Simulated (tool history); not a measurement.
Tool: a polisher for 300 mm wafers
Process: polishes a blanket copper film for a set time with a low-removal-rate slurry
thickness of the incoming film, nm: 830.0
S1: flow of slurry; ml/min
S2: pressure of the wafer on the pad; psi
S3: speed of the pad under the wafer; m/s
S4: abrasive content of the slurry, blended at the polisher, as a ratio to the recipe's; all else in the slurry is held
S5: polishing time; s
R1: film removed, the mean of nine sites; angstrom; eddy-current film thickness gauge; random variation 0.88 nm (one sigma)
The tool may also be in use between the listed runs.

run    day   S1   S2    S3  S4  S5      R1
  1      0  160    3  1.34   1  44  1371.1
  2  0.238  160  2.5  1.34   1  44  1140.3
  3  0.312  165  2.5  1.34   1  44    1153
  4  0.479  165  1.9  1.34   1  44  887.33
  5  0.733  175  2.1  1.34   1  44  991.35
     0.804  -- slurry nozzle cleaned
  6  0.804  175  2.1  1.16   1  44  952.21
  7  1.112  195  2.2  1.16   1  44  1028.2
  8   1.25  210  2.2  1.16   1  44  1037.2

Forecast run 9:
  9  1.492  220  2.3  1.16   1  44   ?

Run 9 gave R1 1074.8 angstrom.
